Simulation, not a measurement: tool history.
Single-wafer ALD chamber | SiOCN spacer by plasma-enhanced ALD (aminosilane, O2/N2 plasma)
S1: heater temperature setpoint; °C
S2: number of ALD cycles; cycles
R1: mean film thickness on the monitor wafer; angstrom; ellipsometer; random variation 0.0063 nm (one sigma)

Run 1, hour 0: S1 415 °C, S2 64 cycles. Result: R1 38.337 angstrom.
Run 2, hour 5.2: S1 417 °C, S2 62 cycles. Result: R1 37.193 angstrom.
Run 3, hour 13: S1 410 °C, S2 62 cycles. Result: R1 37.886 angstrom.
Run 4, hour 21.4: S1 410 °C, S2 56 cycles. Result: R1 34.016 angstrom.
Run 5, hour 24.7: S1 410 °C, S2 53 cycles. Result: R1 32.263 angstrom.
Run 6, hour 27.8: S1 420 °C, S2 53 cycles. Result: R1 31.386 angstrom.
Run 7, hour 32.6: S1 421 °C, S2 53 cycles. Result: R1 31.265 angstrom.
Run 8, hour 33.8: S1 422 °C, S2 53 cycles. Result: R1 31.123 angstrom.
Run 9, hour 36.7: S1 423 °C, S2 53 cycles. Result: R1 31.025 angstrom.

Forecast run 10:
Run 10, hour 39.4: S1 424 °C, S2 53 cycles. Result: R1 ?.

Run 10 gave R1 31.043 angstrom.
